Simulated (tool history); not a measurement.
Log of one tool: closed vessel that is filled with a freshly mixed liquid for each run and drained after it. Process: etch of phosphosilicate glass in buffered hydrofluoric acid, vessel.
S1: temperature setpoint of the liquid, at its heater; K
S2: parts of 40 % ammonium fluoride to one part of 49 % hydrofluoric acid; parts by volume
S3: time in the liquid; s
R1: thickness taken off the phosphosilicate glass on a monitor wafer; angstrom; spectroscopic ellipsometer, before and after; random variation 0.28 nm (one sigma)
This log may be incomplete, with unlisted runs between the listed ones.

| run | hour | S1 | S2 | S3 | R1 |
|---|---|---|---|---|---|
| 1 | 0 | 296.15 | 23 | 30 | 563.56 |
| 2 | 2.4 | 294.65 | 24 | 30 | 507.04 |
| 3 | 6.7 | 294.65 | 29 | 30 | 446.62 |
| 4 | 15.1 | 294.65 | 23.5 | 30 | 512.56 |
| 5 | 20.7 | 294.65 | 17.5 | 30 | 662.23 |
| 6 | 23.2 | 294.65 | 17.5 | 30 | 654.19 |
| 7 | 26.1 | 290.65 | 24.5 | 30 | 393.43 |

Expected results for the next run?
| 8 | 30.2 | 290.65 | 25 | 30 | ? |

{"run 8": {"R1": 394.55}}
